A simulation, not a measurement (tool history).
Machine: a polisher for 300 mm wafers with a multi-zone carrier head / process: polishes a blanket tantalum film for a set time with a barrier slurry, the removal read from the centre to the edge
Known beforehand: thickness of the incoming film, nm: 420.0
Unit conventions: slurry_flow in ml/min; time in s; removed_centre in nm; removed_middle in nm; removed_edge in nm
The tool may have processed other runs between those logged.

{"run": 1, "hour": 0.0, "slurry_flow": 250, "centre_zone": 1, "middle_zone": 1, "edge_zone": 1, "slurry_solids": 1, "time": 56, "removed_centre": 110.96, "removed_middle": 110.35, "removed_edge": 109.15}
{"run": 2, "hour": 3.3, "slurry_flow": 250, "centre_zone": 1, "middle_zone": 0.97, "edge_zone": 0.95, "slurry_solids": 0.85, "time": 54, "removed_centre": 104.52, "removed_middle": 99.32, "removed_edge": 98.829}
{"run": 3, "hour": 12.0, "slurry_flow": 245, "centre_zone": 0.98, "middle_zone": 0.95, "edge_zone": 0.91, "slurry_solids": 0.75, "time": 52, "removed_centre": 94.894, "removed_middle": 92.209, "removed_edge": 89.579}
{"run": 4, "hour": 18.6, "slurry_flow": 245, "centre_zone": 0.98, "middle_zone": 0.95, "edge_zone": 0.91, "slurry_solids": 0.65, "time": 52, "removed_centre": 90.061, "removed_middle": 88.807, "removed_edge": 85.771}
{"run": 5, "hour": 21.5, "slurry_flow": 245, "centre_zone": 0.98, "middle_zone": 0.95, "edge_zone": 0.91, "slurry_solids": 0.55, "time": 52, "removed_centre": 84.959, "removed_middle": 83.377, "removed_edge": 81.511}
{"run": 6, "hour": 23.2, "slurry_flow": 245, "centre_zone": 0.98, "middle_zone": 1.01, "edge_zone": 0.91, "slurry_solids": 0.55, "time": 52, "removed_centre": 86.813, "removed_middle": 87.433, "removed_edge": 81.387}
{"run": 7, "hour": 28.4, "slurry_flow": 230, "centre_zone": 0.99, "middle_zone": 0.98, "edge_zone": 0.9, "slurry_solids": 0.55, "time": 52, "removed_centre": 87.039, "removed_middle": 84.116, "removed_edge": 78.881}

Estimate the outcome of run 8 from the log above:
{"run": 8, "hour": 34.7, "slurry_flow": 215, "centre_zone": 0.99, "middle_zone": 0.96, "edge_zone": 0.91, "slurry_solids": 0.55, "time": 52, "removed_centre": "?", "removed_middle": "?", "removed_edge": "?"}

{"run 8": {"removed_centre": 85.185, "removed_middle": 82.485, "removed_edge": 79.331}}
